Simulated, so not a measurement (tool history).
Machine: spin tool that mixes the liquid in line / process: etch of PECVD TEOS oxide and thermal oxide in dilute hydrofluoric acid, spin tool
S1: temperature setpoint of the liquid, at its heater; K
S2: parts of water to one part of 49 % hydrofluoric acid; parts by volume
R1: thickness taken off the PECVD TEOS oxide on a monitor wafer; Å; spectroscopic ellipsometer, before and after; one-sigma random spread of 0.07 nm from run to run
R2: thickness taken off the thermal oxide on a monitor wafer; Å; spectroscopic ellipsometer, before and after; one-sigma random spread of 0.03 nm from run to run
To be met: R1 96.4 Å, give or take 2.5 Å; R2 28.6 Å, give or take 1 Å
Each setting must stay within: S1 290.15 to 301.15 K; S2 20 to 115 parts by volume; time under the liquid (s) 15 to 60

Run 1, hour 0: S1 293.15 K, S2 65 parts by volume, time under the liquid (s) 30. Result: R1 64.374 Å, R2 19.385 Å.
Run 2, hour 7.3: S1 294.15 K, S2 65 parts by volume, time under the liquid (s) 30. Result: R1 67.9 Å, R2 20.329 Å.
Run 3, hour 12.9: S1 296.15 K, S2 65 parts by volume, time under the liquid (s) 30. Result: R1 73.976 Å, R2 21.918 Å.
Run 4, hour 20.3: S1 296.65 K, S2 65 parts by volume, time under the liquid (s) 30. Result: R1 74.366 Å, R2 21.992 Å.
Run 5, hour 25.2: S1 294.15 K, S2 65 parts by volume, time under the liquid (s) 30. Result: R1 68.141 Å, R2 19.758 Å.
Run 6, hour 28: S1 297.65 K, S2 65 parts by volume, time under the liquid (s) 30. Result: R1 77.96 Å, R2 22.963 Å.
Run 7, hour 33.5: S1 298.15 K, S2 65 parts by volume, time under the liquid (s) 30. Result: R1 79.663 Å, R2 23.401 Å.
Run 8, hour 40: S1 298.65 K, S2 65 parts by volume, time under the liquid (s) 30. Result: R1 81.375 Å, R2 23.83 Å.
Run 9, hour 42.7: S1 298.65 K, S2 65 parts by volume, time under the liquid (s) 30. Result: R1 80.68 Å, R2 24.208 Å.
Run 10, hour 47.5: S1 299.65 K, S2 60 parts by volume, time under the liquid (s) 30. Result: R1 92.556 Å, R2 27.678 Å.
At hour 52.2: hydrofluoric acid flow meter replaced.
Run 11, hour 52.2: S1 300.15 K, S2 60 parts by volume, time under the liquid (s) 30. Result: R1 87.217 Å, R2 26.412 Å.

Exercise: of the 4 proposed moves below, exactly one satisfies all targets within the stated allowed misses. Which move is it?
Run A, hour 56.9: S1 301.15 K, S2 70 parts by volume, time under the liquid (s) 40. Result: R1 ?, R2 ?.
Run B, hour 56.9: S1 300.15 K, S2 35 parts by volume, time under the liquid (s) 20. Result: R1 ?, R2 ?.
Run C, hour 56.9: S1 298.65 K, S2 70 parts by volume, time under the liquid (s) 45. Result: R1 ?, R2 ?.
Run D, hour 56.9: S1 301.15 K, S2 75 parts by volume, time under the liquid (s) 40. Result: R1 ?, R2 ?.

move      R1      R2
   A  103.87  30.203
   B  104.96  30.519
   C  105.84  30.776
   D  96.264  27.991
A: moves the result that the last run missed by most past its target, out the other side
B: moves the result that the last run missed by most past its target, out the other side
C: moves the result that the last run missed by most past its target, out the other side
D: meets every target
Answer: D
